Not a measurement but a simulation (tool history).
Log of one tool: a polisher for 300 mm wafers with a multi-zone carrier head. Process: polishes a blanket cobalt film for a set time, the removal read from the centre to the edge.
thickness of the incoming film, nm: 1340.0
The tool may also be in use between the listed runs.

| run | day | flow of slurry (ml/min) | pressure of the head's centre zone | pressure of the head's middle zone | pressure of the head's edge zone | polishing time (s) | film removed at the wafer's centre (Å) | film removed at mid-radius (Å) | film removed at the wafer's edge (Å) |
|---|---|---|---|---|---|---|---|---|---|
| 1 | 0 | 305 | 1 | 1 | 1 | 87 | 4477.5 | 4387.1 | 4423 |
| 2 | 0.338 | 320 | 1.05 | 1.06 | 1.03 | 89 | 4805.1 | 4761.6 | 4622.2 |
| 3 | 0.388 | 335 | 1.1 | 1.1 | 1.05 | 90 | 5139.7 | 4948.7 | 4769 |
| 4 | 0.483 | 310 | 1.1 | 1.1 | 1.05 | 90 | 5105.1 | 4970.9 | 4665.8 |
| 5 | 0.6 | 310 | 1.1 | 1.1 | 1.05 | 100 | 5711.7 | 5504.5 | 5302.8 |
| 6 | 0.825 | 350 | 1.1 | 1.1 | 1.05 | 100 | 5667.4 | 5655.6 | 5198.9 |
| 7 | 0.996 | 355 | 1.11 | 1.1 | 1.03 | 100 | 5716.3 | 5453.8 | 5202.6 |

Forecast run 8:
| 8 | 1.021 | 355 | 1.12 | 1.13 | 1.01 | 100 | ? | ? | ? |

Run 8 gave film removed at the wafer's centre (Å) 5813.8, film removed at mid-radius (Å) 5648.5, film removed at the wafer's edge (Å) 5132.1.
